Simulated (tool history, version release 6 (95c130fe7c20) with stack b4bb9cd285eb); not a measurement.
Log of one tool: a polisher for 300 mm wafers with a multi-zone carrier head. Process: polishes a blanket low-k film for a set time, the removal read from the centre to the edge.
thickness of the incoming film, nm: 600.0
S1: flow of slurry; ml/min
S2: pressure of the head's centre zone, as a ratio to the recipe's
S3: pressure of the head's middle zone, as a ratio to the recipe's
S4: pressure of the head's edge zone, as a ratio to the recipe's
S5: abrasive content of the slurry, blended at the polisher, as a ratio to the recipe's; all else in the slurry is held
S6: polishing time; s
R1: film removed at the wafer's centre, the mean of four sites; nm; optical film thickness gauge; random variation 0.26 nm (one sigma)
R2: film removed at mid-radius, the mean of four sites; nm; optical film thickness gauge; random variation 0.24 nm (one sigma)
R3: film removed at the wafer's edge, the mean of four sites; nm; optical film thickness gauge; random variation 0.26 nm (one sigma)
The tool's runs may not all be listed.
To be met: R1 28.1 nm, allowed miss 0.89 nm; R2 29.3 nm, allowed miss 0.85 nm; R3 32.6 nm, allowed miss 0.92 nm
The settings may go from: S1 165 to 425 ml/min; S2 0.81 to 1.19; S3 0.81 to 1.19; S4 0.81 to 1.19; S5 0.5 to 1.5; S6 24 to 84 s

| run | hour | S1 | S2 | S3 | S4 | S5 | S6 | R1 | R2 | R3 |
|---|---|---|---|---|---|---|---|---|---|---|
| 1 | 0 | 275 | 1 | 1 | 1 | 1 | 54 | 23.576 | 24.938 | 24.967 |
| 2 | 7.8 | 280 | 1 | 0.99 | 1.06 | 1.1 | 54 | 24.493 | 25.871 | 26.51 |
| 3 | 14.3 | 280 | 1 | 0.99 | 1.06 | 1 | 54 | 23.964 | 24.459 | 25.975 |
| 4 | 17.6 | 280 | 1 | 0.99 | 1.06 | 1 | 41 | 18.057 | 19.089 | 19.617 |
| 5 | 25.2 | 275 | 0.99 | 0.97 | 1.1 | 1.15 | 46 | 21.122 | 21.795 | 23.278 |
| 6 | 26.4 | 220 | 0.99 | 0.97 | 1.1 | 1.15 | 46 | 20.037 | 21.001 | 22.597 |
| 7 | 28.8 | 245 | 0.98 | 0.96 | 1.13 | 1.25 | 49 | 21.896 | 23.097 | 25.64 |
| 8 | 30.2 | 275 | 0.99 | 0.97 | 1.15 | 1.35 | 50 | 23.827 | 24.538 | 26.779 |
| 9 | 36.4 | 280 | 0.98 | 0.97 | 1.16 | 1.4 | 52 | 25.102 | 26.213 | 28.462 |
| 10 | 42.5 | 290 | 0.97 | 0.96 | 1.17 | 1.45 | 54 | 26.393 | 27.198 | 30.077 |
| 11 | 45.5 | 295 | 0.96 | 0.96 | 1.18 | 1.45 | 55 | 26.586 | 27.802 | 31.213 |
| 12 | 46.4 | 310 | 0.96 | 0.96 | 1.18 | 1.45 | 55 | 26.515 | 27.871 | 31.1 |
| 13 | 54.7 | 315 | 0.96 | 0.96 | 1.18 | 1.45 | 55 | 26.846 | 27.836 | 31.347 |
| 14 | 60.5 | 330 | 0.96 | 0.97 | 1.18 | 1.45 | 55 | 26.568 | 28.492 | 31.693 |
| 15 | 67.9 | 340 | 0.97 | 0.97 | 1.18 | 1.45 | 55 | 27.083 | 28.764 | 30.811 |

Which of these 5 next moves meets every target?
| A | 75.3 | 415 | 0.89 | 0.97 | 1.19 | 1.1 | 61 | ? | ? | ? |
| B | 75.3 | 330 | 0.9 | 0.89 | 1.19 | 1.1 | 67 | ? | ? | ? |
| C | 75.3 | 325 | 0.96 | 0.96 | 1.16 | 1.4 | 58 | ? | ? | ? |
| D | 75.3 | 350 | 0.94 | 0.97 | 1.13 | 1.5 | 55 | ? | ? | ? |
| E | 75.3 | 350 | 0.99 | 0.98 | 1.16 | 1.5 | 54 | ? | ? | ? |

| move | R1 | R2 | R3 |
|---|---|---|---|
| A | 25.747 | 30.124 | 32.418 |
| B | 27.946 | 30.21 | 35.12 |
| C | 27.458 | 29.86 | 32.146 |
| D | 26.274 | 29.341 | 30.837 |
| E | 27.003 | 29.05 | 30.684 |
A: brings the result that was furthest off to its target, and leaves another outside
B: takes the result that was furthest off past its target
C: meets every target
D: further off than the last run
E: further off than the last run
Move C is the one to make.
